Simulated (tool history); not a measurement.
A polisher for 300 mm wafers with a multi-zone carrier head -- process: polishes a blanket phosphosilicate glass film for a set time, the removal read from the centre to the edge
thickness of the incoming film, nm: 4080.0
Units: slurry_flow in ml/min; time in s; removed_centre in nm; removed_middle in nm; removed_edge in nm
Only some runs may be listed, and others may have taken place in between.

run 1 hour=0.0 | slurry_flow=265 centre_zone=1.00 middle_zone=1.00 edge_zone=1.00 slurry_solids=1.00 time=78 | removed_centre=1005.30 removed_middle=974.76 removed_edge=932.37
run 2 hour=2.1 | slurry_flow=320 centre_zone=1.00 middle_zone=1.00 edge_zone=1.00 slurry_solids=1.00 time=78 | removed_centre=1014.50 removed_middle=957.39 removed_edge=947.33
run 3 hour=10.7 | slurry_flow=320 centre_zone=1.05 middle_zone=1.00 edge_zone=1.00 slurry_solids=1.00 time=78 | removed_centre=1066.00 removed_middle=988.56 removed_edge=962.69
run 4 hour=17.7 | slurry_flow=320 centre_zone=1.05 middle_zone=1.00 edge_zone=1.00 slurry_solids=1.00 time=67 | removed_centre=897.21 removed_middle=846.28 removed_edge=825.24
run 5 hour=22.2 | slurry_flow=320 centre_zone=1.05 middle_zone=1.00 edge_zone=1.00 slurry_solids=1.00 time=50 | removed_centre=672.26 removed_middle=629.18 removed_edge=629.92
run 6 hour=27.9 | slurry_flow=320 centre_zone=0.98 middle_zone=1.00 edge_zone=1.00 slurry_solids=1.00 time=50 | removed_centre=640.85 removed_middle=622.92 removed_edge=619.55
run 7 hour=29.5 | slurry_flow=315 centre_zone=0.96 middle_zone=1.01 edge_zone=1.00 slurry_solids=0.95 time=50 | removed_centre=612.30 removed_middle=623.79 removed_edge=614.02
run 8 hour=36.1 | slurry_flow=310 centre_zone=0.95 middle_zone=1.01 edge_zone=0.99 slurry_solids=0.90 time=50 | removed_centre=586.08 removed_middle=600.92 removed_edge=581.99
run 9 hour=39.7 | slurry_flow=310 centre_zone=0.93 middle_zone=1.01 edge_zone=0.99 slurry_solids=0.90 time=50 | removed_centre=572.76 removed_middle=610.52 removed_edge=582.48
run 10 hour=42.5 | slurry_flow=310 centre_zone=0.92 middle_zone=1.01 edge_zone=0.98 slurry_solids=0.90 time=50 | removed_centre=570.12 removed_middle=601.91 removed_edge=581.74
run 11 hour=51.3 | slurry_flow=310 centre_zone=0.91 middle_zone=1.01 edge_zone=0.97 slurry_solids=0.90 time=50 | removed_centre=561.44 removed_middle=594.05 removed_edge=570.23
run 12 hour=58.6 | slurry_flow=310 centre_zone=0.90 middle_zone=1.01 edge_zone=0.97 slurry_solids=0.90 time=50 | removed_centre=569.97 removed_middle=587.64 removed_edge=582.44
run 13 hour=63.8 | slurry_flow=310 centre_zone=0.89 middle_zone=1.02 edge_zone=0.97 slurry_solids=0.85 time=50 | removed_centre=543.11 removed_middle=596.95 removed_edge=546.63

Run 14, settings as shown, results not yet in. Your forecast:
run 14 hour=72.6 | slurry_flow=310 centre_zone=0.89 middle_zone=1.02 edge_zone=0.97 slurry_solids=0.85 time=50 | removed_centre=? removed_middle=? removed_edge=?

{"run 14": {"removed_centre": 538.73, "removed_middle": 593.66, "removed_edge": 558.97}}
